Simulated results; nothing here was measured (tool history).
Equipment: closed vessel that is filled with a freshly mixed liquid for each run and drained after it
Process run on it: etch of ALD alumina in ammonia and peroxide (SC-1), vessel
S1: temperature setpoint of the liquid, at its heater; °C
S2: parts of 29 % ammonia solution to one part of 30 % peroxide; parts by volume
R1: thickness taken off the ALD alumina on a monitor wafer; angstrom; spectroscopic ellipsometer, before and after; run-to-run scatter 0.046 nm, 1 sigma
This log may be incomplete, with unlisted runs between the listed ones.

Run 1, day 0: S1 57 °C, S2 0.65 parts by volume, time in the liquid (s) 30. Result: R1 38.135 angstrom.
Run 2, day 0.142: S1 57 °C, S2 0.45 parts by volume, time in the liquid (s) 30. Result: R1 36.916 angstrom.
Run 3, day 0.483: S1 52 °C, S2 0.45 parts by volume, time in the liquid (s) 30. Result: R1 28.041 angstrom.
Run 4, day 0.829: S1 52 °C, S2 0.45 parts by volume, time in the liquid (s) 30. Result: R1 28.728 angstrom.
Run 5, day 1.15: S1 47 °C, S2 0.45 parts by volume, time in the liquid (s) 30. Result: R1 20.992 angstrom.
Run 6, day 1.321: S1 44 °C, S2 0.45 parts by volume, time in the liquid (s) 30. Result: R1 17.921 angstrom.
Run 7, day 1.683: S1 47 °C, S2 0.45 parts by volume, time in the liquid (s) 30. Result: R1 20.937 angstrom.
Run 8, day 1.925: S1 47 °C, S2 0.45 parts by volume, time in the liquid (s) 30. Result: R1 21.249 angstrom.
Run 9, day 2.033: S1 49.5 °C, S2 0.45 parts by volume, time in the liquid (s) 30. Result: R1 24.775 angstrom.
Run 10, day 2.338: S1 51.5 °C, S2 0.45 parts by volume, time in the liquid (s) 30. Result: R1 27.557 angstrom.
Run 11, day 2.625: S1 59.5 °C, S2 0.5 parts by volume, time in the liquid (s) 30. Result: R1 41.645 angstrom.
Run 12, day 2.833: S1 60 °C, S2 0.5 parts by volume, time in the liquid (s) 30. Result: R1 43.477 angstrom.

Expected results for the next run?
Run 13, day 3.179: S1 60.5 °C, S2 0.5 parts by volume, time in the liquid (s) 30. Result: R1 ?.

R1: 44.039 angstrom
